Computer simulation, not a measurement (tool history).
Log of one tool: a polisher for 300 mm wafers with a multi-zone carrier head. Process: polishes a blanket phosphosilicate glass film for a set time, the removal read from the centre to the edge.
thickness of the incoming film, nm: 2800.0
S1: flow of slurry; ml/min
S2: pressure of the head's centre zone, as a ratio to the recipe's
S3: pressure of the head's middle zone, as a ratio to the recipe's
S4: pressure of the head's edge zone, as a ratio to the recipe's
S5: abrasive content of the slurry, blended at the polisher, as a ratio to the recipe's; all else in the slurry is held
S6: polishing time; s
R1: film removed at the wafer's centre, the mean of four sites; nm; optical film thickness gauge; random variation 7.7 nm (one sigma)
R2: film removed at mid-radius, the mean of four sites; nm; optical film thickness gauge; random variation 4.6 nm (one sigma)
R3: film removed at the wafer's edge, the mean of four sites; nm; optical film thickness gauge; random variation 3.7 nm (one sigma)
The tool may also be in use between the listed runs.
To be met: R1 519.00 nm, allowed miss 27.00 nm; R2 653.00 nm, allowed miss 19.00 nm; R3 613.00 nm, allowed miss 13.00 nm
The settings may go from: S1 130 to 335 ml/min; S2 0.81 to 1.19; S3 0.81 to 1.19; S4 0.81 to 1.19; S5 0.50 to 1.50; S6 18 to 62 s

run,hour,S1,S2,S3,S4,S5,S6,R1,R2,R3
1,0.0,215,1.00,1.00,1.00,1.00,40,373.15,379.59,369.67
2,4.3,220,0.98,1.02,1.03,1.10,41,394.07,405.37,396.71
3,7.0,220,0.98,1.02,1.03,1.10,45,437.55,441.93,438.59
4,9.1,175,0.98,1.02,1.03,1.10,45,414.07,435.15,432.87
5,11.8,175,0.98,1.02,1.03,1.00,45,407.53,422.80,415.76
6,15.3,175,1.01,1.02,1.03,1.00,45,415.54,420.57,418.71
7,23.3,175,0.99,1.05,1.05,1.10,46,416.61,456.54,442.07
8,30.3,180,0.99,1.07,1.07,1.15,47,432.17,475.91,467.52
9,31.8,240,0.92,1.17,1.08,1.40,51,507.17,619.90,557.92
10,37.9,240,0.92,1.17,1.10,1.40,51,505.74,613.76,557.93
11,40.3,240,0.91,1.17,1.11,1.40,51,509.25,617.31,564.09
12,48.5,240,0.90,1.17,1.12,1.40,51,505.13,622.57,562.39
13,50.3,235,0.89,1.16,1.13,1.40,51,504.72,615.90,565.55
14,55.0,230,0.88,1.16,1.14,1.40,51,484.12,608.11,568.01
15,58.6,290,0.88,1.17,1.19,1.45,51,514.30,635.79,597.66

4 next moves are on the table. One of them brings every result within its allowed miss. Which?
A,62.2,320,0.87,1.06,1.19,1.50,51,?,?,?
B,62.2,335,0.86,1.17,1.19,1.50,51,?,?,?
C,62.2,290,0.90,1.19,1.12,1.50,51,?,?,?
D,62.2,285,0.98,1.16,1.14,1.50,56,?,?,?

move,R1,R2,R3
A,519.68,596.39,611.62
B,518.21,651.57,612.46
C,527.25,653.14,587.91
D,612.71,700.21,650.92
A: brings the result that was furthest off to its target, and leaves another outside
B: meets every target
C: further off than the last run
D: takes the result that was furthest off past its target
The right move is B.
